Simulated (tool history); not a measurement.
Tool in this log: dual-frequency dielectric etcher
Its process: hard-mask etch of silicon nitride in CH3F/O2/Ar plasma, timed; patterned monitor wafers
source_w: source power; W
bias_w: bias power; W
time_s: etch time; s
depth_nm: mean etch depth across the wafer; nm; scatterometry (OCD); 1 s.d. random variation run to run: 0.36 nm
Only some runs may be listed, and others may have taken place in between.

run,hour,source_w,bias_w,time_s,depth_nm
1,0.0,540,60,108.5,81.171
2,3.4,500,57,107.0,74.770
3,6.5,500,64,107.0,78.705
4,9.5,500,64,108.5,79.034
5,10.7,500,64,98.0,71.017
6,11.7,480,64,98.0,69.687
7,18.8,470,64,98.0,68.891
8,26.2,470,64,98.0,68.583

Run 9, settings as shown, results not yet in. Your forecast:
9,28.8,460,64,98.0,?

{"run 9": {"depth_nm": 68.25}}
